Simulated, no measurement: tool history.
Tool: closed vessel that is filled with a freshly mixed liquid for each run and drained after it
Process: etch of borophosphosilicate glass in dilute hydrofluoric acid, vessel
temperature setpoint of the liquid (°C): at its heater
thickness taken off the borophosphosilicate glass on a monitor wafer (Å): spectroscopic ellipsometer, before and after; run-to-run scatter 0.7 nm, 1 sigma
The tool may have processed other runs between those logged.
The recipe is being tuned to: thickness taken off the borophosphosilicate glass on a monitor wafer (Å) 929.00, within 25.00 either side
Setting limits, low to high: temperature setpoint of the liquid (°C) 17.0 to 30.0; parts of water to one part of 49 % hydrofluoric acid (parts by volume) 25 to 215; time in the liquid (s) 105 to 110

run	hour	temperature setpoint of the liquid (°C)	parts of water to one part of 49 % hydrofluoric acid (parts by volume)	time in the liquid (s)	thickness taken off the borophosphosilicate glass on a monitor wafer (Å)
1	0.0	22.0	120	105	619.09
2	7.7	19.5	120	105	564.20
3	10.7	19.5	120	105	566.15
4	15.9	19.5	120	105	566.55
# hour 19.1: hydrofluoric acid flow meter replaced
5	19.1	22.5	120	105	722.12
6	27.8	23.0	120	105	739.01
7	32.5	27.0	120	105	857.50
8	39.1	28.0	120	105	900.69

Which single option among these 5 for the next run brings every result within its allowed miss of target? Just one does.
A	45.7	28.0	115	105	?
B	45.7	28.5	125	105	?
C	45.7	20.0	95	105	?
D	45.7	27.5	125	105	?
E	45.7	27.5	120	105	?

move	thickness taken off the borophosphosilicate glass on a monitor wafer (Å)
A	933.34
B	863.49
C	844.26
D	831.77
E	872.02
A: in spec on every target
B: the biggest miss grows against the last run
C: the biggest miss grows against the last run
D: the biggest miss grows against the last run
E: the biggest miss grows against the last run
Go with A: it meets all targets.
